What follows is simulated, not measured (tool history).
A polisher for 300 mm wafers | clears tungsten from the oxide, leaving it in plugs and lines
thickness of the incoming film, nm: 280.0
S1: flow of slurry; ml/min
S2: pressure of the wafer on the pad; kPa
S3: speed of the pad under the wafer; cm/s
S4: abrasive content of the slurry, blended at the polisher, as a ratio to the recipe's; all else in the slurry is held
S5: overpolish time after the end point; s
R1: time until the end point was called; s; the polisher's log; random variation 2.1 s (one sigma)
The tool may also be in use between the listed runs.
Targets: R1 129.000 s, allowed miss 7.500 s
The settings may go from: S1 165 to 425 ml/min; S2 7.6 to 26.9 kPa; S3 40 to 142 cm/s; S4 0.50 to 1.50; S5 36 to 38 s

| run | hour | S1 | S2 | S3 | S4 | S5 | R1 |
|---|---|---|---|---|---|---|---|
| 1 | 0.0 | 275 | 17.2 | 90 | 1.00 | 36 | 98.283 |
| 2 | 7.5 | 275 | 16.5 | 90 | 1.00 | 36 | 103.990 |
| 3 | 15.9 | 275 | 15.9 | 90 | 1.00 | 36 | 104.290 |
| 4 | 23.0 | 275 | 15.9 | 90 | 1.10 | 36 | 101.720 |
| 5 | 27.4 | 275 | 15.2 | 90 | 1.10 | 36 | 104.950 |
| 6 | 31.3 | 320 | 15.2 | 90 | 1.10 | 36 | 103.970 |
| 7 | 39.9 | 320 | 14.5 | 90 | 1.10 | 36 | 107.180 |
| 8 | 43.1 | 320 | 13.8 | 90 | 1.10 | 36 | 113.510 |

5 next moves are on the table. One of them brings every result within its allowed miss. Which?
| A | 46.3 | 320 | 12.4 | 72 | 0.95 | 38 | ? |
| B | 46.3 | 310 | 12.4 | 70 | 1.00 | 38 | ? |
| C | 46.3 | 320 | 13.1 | 98 | 1.05 | 36 | ? |
| D | 46.3 | 385 | 12.4 | 86 | 1.00 | 36 | ? |
| E | 46.3 | 305 | 13.8 | 94 | 1.10 | 37 | ? |

| move | R1 |
|---|---|
| A | 148.510 |
| B | 148.860 |
| C | 111.660 |
| D | 127.820 |
| E | 109.060 |
A: takes the result that was furthest off past its target
B: takes the result that was furthest off past its target
C: further off than the last run
D: meets every target
E: further off than the last run
The right move is D.

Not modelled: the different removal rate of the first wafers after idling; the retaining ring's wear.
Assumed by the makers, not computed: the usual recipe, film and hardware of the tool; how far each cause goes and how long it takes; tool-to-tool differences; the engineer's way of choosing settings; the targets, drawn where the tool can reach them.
